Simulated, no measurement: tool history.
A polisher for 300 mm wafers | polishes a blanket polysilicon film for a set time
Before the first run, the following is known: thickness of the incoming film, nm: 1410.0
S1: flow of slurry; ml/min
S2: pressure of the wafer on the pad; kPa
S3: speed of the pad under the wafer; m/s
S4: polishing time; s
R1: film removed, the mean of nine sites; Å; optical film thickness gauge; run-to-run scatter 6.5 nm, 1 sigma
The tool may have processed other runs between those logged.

run 1 hour=0.0 | S1=195 S2=20.7 S3=1.02 S4=73 | R1=5652.9
run 2 hour=3.2 | S1=200 S2=22.1 S3=1.02 S4=73 | R1=6065.0
run 3 hour=8.0 | S1=205 S2=23.4 S3=1.02 S4=73 | R1=6566.2
run 4 hour=14.0 | S1=205 S2=23.4 S3=1.02 S4=73 | R1=6510.4
run 5 hour=20.2 | S1=210 S2=24.1 S3=1.02 S4=73 | R1=6606.0
run 6 hour=25.8 | S1=210 S2=26.2 S3=1.02 S4=73 | R1=7125.1
run 7 hour=26.7 | S1=215 S2=26.9 S3=1.02 S4=73 | R1=7455.4

What does the tool deliver on the next run?
run 8 hour=28.6 | S1=220 S2=27.6 S3=1.02 S4=73 | R1=?

{"run 8": {"R1": 7487.7}}
